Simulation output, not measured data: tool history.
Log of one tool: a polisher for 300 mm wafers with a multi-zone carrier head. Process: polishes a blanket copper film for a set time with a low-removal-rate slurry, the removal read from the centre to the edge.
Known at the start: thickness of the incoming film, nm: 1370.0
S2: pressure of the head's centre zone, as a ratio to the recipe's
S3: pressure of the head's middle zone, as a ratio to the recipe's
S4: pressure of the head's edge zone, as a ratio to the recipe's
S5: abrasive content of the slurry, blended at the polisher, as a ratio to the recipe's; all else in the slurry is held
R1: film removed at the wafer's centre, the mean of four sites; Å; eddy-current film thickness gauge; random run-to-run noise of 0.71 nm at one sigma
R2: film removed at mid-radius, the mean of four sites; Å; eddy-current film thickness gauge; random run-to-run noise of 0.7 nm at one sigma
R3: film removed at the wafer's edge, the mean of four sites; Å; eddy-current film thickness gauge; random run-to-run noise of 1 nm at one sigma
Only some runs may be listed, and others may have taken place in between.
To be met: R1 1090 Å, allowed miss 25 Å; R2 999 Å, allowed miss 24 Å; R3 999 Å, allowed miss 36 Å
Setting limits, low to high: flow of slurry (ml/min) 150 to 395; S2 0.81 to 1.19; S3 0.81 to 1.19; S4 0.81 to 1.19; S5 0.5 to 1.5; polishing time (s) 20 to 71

run 1 hour=0 | flow_of_slurry_(ml/min)=250 S2=1 S3=1 S4=1 S5=1 polishing_time_(s)=45 | R1=1125.6 R2=1117.3 R3=1142.9
run 2 hour=1 | flow_of_slurry_(ml/min)=245 S2=1 S3=0.99 S4=0.98 S5=1 polishing_time_(s)=45 | R1=1130.9 R2=1136.2 R3=1121.4
run 3 hour=9.3 | flow_of_slurry_(ml/min)=245 S2=1 S3=1.03 S4=0.98 S5=1 polishing_time_(s)=45 | R1=1128.3 R2=1151.6 R3=1120.1
run 4 hour=17.6 | flow_of_slurry_(ml/min)=245 S2=1 S3=1.03 S4=0.98 S5=1 polishing_time_(s)=39 | R1=977.15 R2=989.31 R3=970.58
run 5 hour=23.9 | flow_of_slurry_(ml/min)=205 S2=1 S3=1.03 S4=0.98 S5=1 polishing_time_(s)=39 | R1=966.3 R2=977.64 R3=945.98
run 6 hour=29.4 | flow_of_slurry_(ml/min)=205 S2=1.05 S3=1.03 S4=0.98 S5=1 polishing_time_(s)=39 | R1=996.19 R2=973.85 R3=946.03
run 7 hour=31.3 | flow_of_slurry_(ml/min)=215 S2=1.06 S3=1.03 S4=0.98 S5=1 polishing_time_(s)=39 | R1=1015.9 R2=984.21 R3=952.76
run 8 hour=39.3 | flow_of_slurry_(ml/min)=215 S2=1.06 S3=1.03 S4=0.98 S5=1 polishing_time_(s)=39 | R1=1023 R2=995.38 R3=945.71
run 9 hour=41 | flow_of_slurry_(ml/min)=220 S2=1.06 S3=1.02 S4=0.98 S5=1 polishing_time_(s)=39 | R1=1030.8 R2=979.77 R3=979.16
run 10 hour=46.5 | flow_of_slurry_(ml/min)=225 S2=1.06 S3=1.02 S4=0.98 S5=1 polishing_time_(s)=39 | R1=1035.8 R2=981.98 R3=959.77
run 11 hour=48.5 | flow_of_slurry_(ml/min)=230 S2=1.06 S3=1.02 S4=0.98 S5=1 polishing_time_(s)=39 | R1=1011.2 R2=971.4 R3=985.16
run 12 hour=55.9 | flow_of_slurry_(ml/min)=230 S2=1.07 S3=1.02 S4=0.98 S5=1 polishing_time_(s)=39 | R1=1037.7 R2=986.3 R3=942.05
run 13 hour=60.4 | flow_of_slurry_(ml/min)=235 S2=1.07 S3=1.02 S4=0.99 S5=1 polishing_time_(s)=39 | R1=1049.3 R2=977.36 R3=963.36
run 14 hour=67.1 | flow_of_slurry_(ml/min)=240 S2=1.07 S3=1.02 S4=0.99 S5=1 polishing_time_(s)=39 | R1=1047.7 R2=996.25 R3=943.96
run 15 hour=75 | flow_of_slurry_(ml/min)=240 S2=1.07 S3=1.01 S4=0.99 S5=1 polishing_time_(s)=39 | R1=1059.9 R2=987.14 R3=970.86
run 16 hour=79.7 | flow_of_slurry_(ml/min)=245 S2=1.07 S3=1.01 S4=0.99 S5=1 polishing_time_(s)=39 | R1=1043.5 R2=992.71 R3=984.52
run 17 hour=82 | flow_of_slurry_(ml/min)=245 S2=1.08 S3=1.01 S4=0.99 S5=1 polishing_time_(s)=39 | R1=1051.5 R2=991.76 R3=952.22
run 18 hour=82.6 | flow_of_slurry_(ml/min)=245 S2=1.08 S3=1.01 S4=0.99 S5=1 polishing_time_(s)=39 | R1=1072.4 R2=982.62 R3=966.34
run 19 hour=87.2 | flow_of_slurry_(ml/min)=255 S2=1.07 S3=1.01 S4=1.01 S5=1.05 polishing_time_(s)=39 | R1=1059.9 R2=992.06 R3=999.76

Consider the 4 candidate settings below. Which is the only one whose results all fall within their allowed miss of target?
run A hour=91.8 | flow_of_slurry_(ml/min)=270 S2=1.06 S3=0.97 S4=1.09 S5=1 polishing_time_(s)=39 | R1=? R2=? R3=?
run B hour=91.8 | flow_of_slurry_(ml/min)=255 S2=1.08 S3=0.98 S4=1 S5=1 polishing_time_(s)=40 | R1=? R2=? R3=?
run C hour=91.8 | flow_of_slurry_(ml/min)=240 S2=1.03 S3=1 S4=0.95 S5=1.2 polishing_time_(s)=38 | R1=? R2=? R3=?
run D hour=91.8 | flow_of_slurry_(ml/min)=290 S2=1.03 S3=1 S4=1.05 S5=1.15 polishing_time_(s)=37 | R1=? R2=? R3=?

move=A R1=1048.4 R2=971.9 R3=1048.9
move=B R1=1089 R2=997.28 R3=1026.7
move=C R1=1015.9 R2=988.37 R3=982.16
move=D R1=1000.8 R2=971.63 R3=1008.9
A: its largest miss is bigger than the last run's
B: all results in spec
C: its largest miss is bigger than the last run's
D: its largest miss is bigger than the last run's
The right move is B.
